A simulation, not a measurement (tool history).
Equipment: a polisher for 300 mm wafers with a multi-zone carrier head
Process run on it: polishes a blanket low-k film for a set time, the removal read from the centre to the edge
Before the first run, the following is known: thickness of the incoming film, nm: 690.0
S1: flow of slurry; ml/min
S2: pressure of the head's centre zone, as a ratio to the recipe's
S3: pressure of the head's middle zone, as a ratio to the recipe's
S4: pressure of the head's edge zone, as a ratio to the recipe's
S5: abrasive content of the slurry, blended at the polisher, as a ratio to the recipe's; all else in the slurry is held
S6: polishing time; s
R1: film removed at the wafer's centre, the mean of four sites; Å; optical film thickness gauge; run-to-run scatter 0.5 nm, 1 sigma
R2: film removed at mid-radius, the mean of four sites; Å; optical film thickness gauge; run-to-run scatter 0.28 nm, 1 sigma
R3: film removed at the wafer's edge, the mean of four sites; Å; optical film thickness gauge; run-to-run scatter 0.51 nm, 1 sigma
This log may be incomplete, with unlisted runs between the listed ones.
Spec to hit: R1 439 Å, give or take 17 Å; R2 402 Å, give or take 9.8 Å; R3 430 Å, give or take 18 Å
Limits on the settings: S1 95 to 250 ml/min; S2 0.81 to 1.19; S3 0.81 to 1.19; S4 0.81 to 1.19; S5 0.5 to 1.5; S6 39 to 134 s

run    day   S1    S2    S3    S4    S5  S6      R1      R2      R3
  1      0  160     1     1     1     1  86  367.19  354.38  366.62
  2  0.333  160     1     1     1   1.1  86  383.99  376.26  381.75
  3   0.55  160  1.06     1     1   1.1  86  408.83  373.73  377.74
  4  0.729  160  1.11     1     1   1.1  86  412.04  372.07  381.11
  5      1  160  1.11     1     1   0.9  86  370.59  333.56     336
  6  1.233  160  1.11     1  1.06   0.9  86  374.53  337.51   341.9
  7  1.588  165   1.1  0.99  1.07  0.95  86  390.39  345.39  361.46
  8    1.7  175  1.09  0.99  1.09  0.95  86  387.29  349.68  366.03
  9  1.779  180  1.09  0.99   1.1  0.95  86  395.45  354.16  371.33
 10  1.938  185  1.08  0.99  1.11  0.95  86  385.12  352.27  370.98
 11  2.212  185  1.08  0.99  1.11  0.95  86  390.19  355.26  378.34
 12  2.521  190  1.09  0.99  1.12  0.95  86  387.32   361.7  380.24
 13  2.642  195   1.1  0.99  1.13  0.95  86  402.64   360.1  388.45
 14  2.692  200   1.1     1  1.13  0.95  86  396.83  356.25  389.64
 15  3.004  195   1.1  1.01  1.14  0.95  86  405.06  363.86  386.05
 16  3.175  200   1.1  1.02  1.15  0.95  86  391.67  366.98  391.36
 17  3.479  200   1.1  1.02  1.15  0.95  86  400.41   364.7  385.59
 18  3.725  205   1.1  1.02  1.15  0.95  86  404.51  369.54  384.53
 19  4.088  210   1.1  1.02  1.16  0.95  86  405.66  369.25  389.06

Which one of the following 5 next-run settings gets every result inside its allowed miss? There is exactly one.
  A  4.45  220  1.07  1.01   1.1     1   85   ?   ?   ?
  B  4.45  215  1.06  0.99  1.14   0.8  105   ?   ?   ?
  C  4.45  165  0.98  1.03  1.19  0.85  102   ?   ?   ?
  D  4.45  190  0.97  1.03   1.1   0.7  115   ?   ?   ?
  E  4.45  215  1.08  0.92  1.17     1   92   ?   ?   ?

move      R1      R2      R3
   A  407.64  374.75  385.62
   B  439.04  399.78  426.53
   C  398.33  398.95  425.39
   D  405.28  407.68  414.62
   E  442.36  373.81  430.29
A: closer than the last run, but not yet in spec
B: every result lands within tolerance
C: brings the result that was furthest off to its target, and leaves another outside
D: brings the result that was furthest off to its target, and leaves another outside
E: closer than the last run, but not yet in spec
B is the move that brings every result within its allowed miss.

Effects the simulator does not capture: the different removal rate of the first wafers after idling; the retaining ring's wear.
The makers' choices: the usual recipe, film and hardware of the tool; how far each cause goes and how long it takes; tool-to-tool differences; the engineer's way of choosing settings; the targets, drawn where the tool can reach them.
